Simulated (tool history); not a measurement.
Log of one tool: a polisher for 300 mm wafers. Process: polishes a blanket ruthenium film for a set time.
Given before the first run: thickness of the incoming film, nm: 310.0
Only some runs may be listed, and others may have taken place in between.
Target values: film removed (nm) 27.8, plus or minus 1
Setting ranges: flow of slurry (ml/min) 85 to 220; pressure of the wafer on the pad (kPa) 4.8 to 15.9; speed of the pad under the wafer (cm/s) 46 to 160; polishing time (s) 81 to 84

run,hour,flow of slurry (ml/min),pressure of the wafer on the pad (kPa),speed of the pad under the wafer (cm/s),polishing time (s),film removed (nm)
1,0,140,10.3,102,81,58.747
2,4.5,135,9,98,81,48.049
3,7.2,165,9,98,81,50.26
4,10.9,160,8.3,96,81,45.6
5,13.4,180,8.3,96,81,45.185
6,15.6,200,8.3,96,81,47.314
7,16.2,200,8.3,96,81,46.767
8,17,200,7.6,92,81,40.763
9,19.3,200,6.9,92,81,38.468
10,26.4,200,6.2,90,81,33.805

Below are 4 possible settings for the next run. Only one of them brings all results inside the allowed miss of their targets. Which is it?
A,33.5,195,5.5,84,81,?
B,33.5,200,7.6,94,84,?
C,33.5,150,7.6,102,84,?
D,33.5,220,5.5,72,84,?

move,film removed (nm)
A,27.892
B,43.823
C,45.369
D,25.335
A: all results in spec
B: further off than the last run
C: further off than the last run
D: takes the result that was furthest off past its target
Answer: A
